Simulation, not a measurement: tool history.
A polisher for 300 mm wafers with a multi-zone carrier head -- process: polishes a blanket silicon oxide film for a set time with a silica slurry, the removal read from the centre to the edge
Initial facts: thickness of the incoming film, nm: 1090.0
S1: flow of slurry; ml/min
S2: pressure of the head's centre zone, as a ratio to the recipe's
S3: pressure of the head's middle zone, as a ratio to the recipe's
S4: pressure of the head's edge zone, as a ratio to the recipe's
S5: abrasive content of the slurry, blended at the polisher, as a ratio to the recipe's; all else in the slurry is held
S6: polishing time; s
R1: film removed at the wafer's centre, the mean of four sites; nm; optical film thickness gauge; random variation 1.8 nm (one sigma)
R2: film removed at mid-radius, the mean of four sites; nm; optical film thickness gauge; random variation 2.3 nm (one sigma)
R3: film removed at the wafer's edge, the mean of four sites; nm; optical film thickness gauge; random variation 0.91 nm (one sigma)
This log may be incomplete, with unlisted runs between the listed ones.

{"run": 1, "day": 0.0, "S1": 200, "S2": 1, "S3": 1, "S4": 1, "S5": 1, "S6": 33, "R1": 169.97, "R2": 165.06, "R3": 170.98}
{"run": 2, "day": 0.192, "S1": 200, "S2": 1, "S3": 0.92, "S4": 1, "S5": 1, "S6": 33, "R1": 171.86, "R2": 156.87, "R3": 171.67}
{"run": 3, "day": 0.308, "S1": 190, "S2": 0.99, "S3": 0.94, "S4": 0.95, "S5": 1, "S6": 33, "R1": 172.25, "R2": 154.36, "R3": 165.29}
{"run": 4, "day": 0.346, "S1": 190, "S2": 0.99, "S3": 0.94, "S4": 0.99, "S5": 1, "S6": 33, "R1": 170.87, "R2": 151.72, "R3": 169.1}
{"run": 5, "day": 0.529, "S1": 185, "S2": 0.97, "S3": 0.98, "S4": 0.95, "S5": 1, "S6": 33, "R1": 164.21, "R2": 159.78, "R3": 165.94}
{"run": 6, "day": 0.888, "S1": 185, "S2": 0.94, "S3": 0.98, "S4": 0.95, "S5": 1, "S6": 33, "R1": 159.96, "R2": 158.5, "R3": 166.58}
{"run": 7, "day": 1.121, "S1": 180, "S2": 0.94, "S3": 1, "S4": 0.92, "S5": 1, "S6": 33, "R1": 158.68, "R2": 162.75, "R3": 161.69}

Expected results for the next run?
{"run": 8, "day": 1.425, "S1": 170, "S2": 0.94, "S3": 1, "S4": 0.9, "S5": 1, "S6": 33, "R1": "?", "R2": "?", "R3": "?"}

Run 8 came out at R1 160.11 nm, R2 158.71 nm, R3 160.22 nm.

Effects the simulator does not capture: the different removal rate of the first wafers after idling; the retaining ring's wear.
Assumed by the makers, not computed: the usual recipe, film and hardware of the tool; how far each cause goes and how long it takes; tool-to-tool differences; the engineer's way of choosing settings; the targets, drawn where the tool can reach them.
